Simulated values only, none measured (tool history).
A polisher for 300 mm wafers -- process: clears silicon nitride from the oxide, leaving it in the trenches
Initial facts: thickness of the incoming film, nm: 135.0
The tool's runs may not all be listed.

run	hour	flow of slurry (ml/min)	pressure of the wafer on the pad (psi)	speed of the pad under the wafer (cm/s)	overpolish time after the end point (s)	time until the end point was called (s)
1	0.0	315	2.9	112	5	124.360
2	3.2	315	3.1	112	5	116.810
3	10.4	365	3.1	112	5	115.930
4	16.9	365	3.3	112	5	111.290
5	19.9	365	3.4	114	5	104.310
6	28.7	365	3.5	116	5	101.450
7	32.9	365	3.6	118	5	98.139
8	37.6	365	3.7	120	5	94.151
9	41.8	365	3.8	122	5	90.376

Forecast run 10:
10	45.9	365	3.9	124	5	?

Run 10 came out at time until the end point was called (s) 85.576.

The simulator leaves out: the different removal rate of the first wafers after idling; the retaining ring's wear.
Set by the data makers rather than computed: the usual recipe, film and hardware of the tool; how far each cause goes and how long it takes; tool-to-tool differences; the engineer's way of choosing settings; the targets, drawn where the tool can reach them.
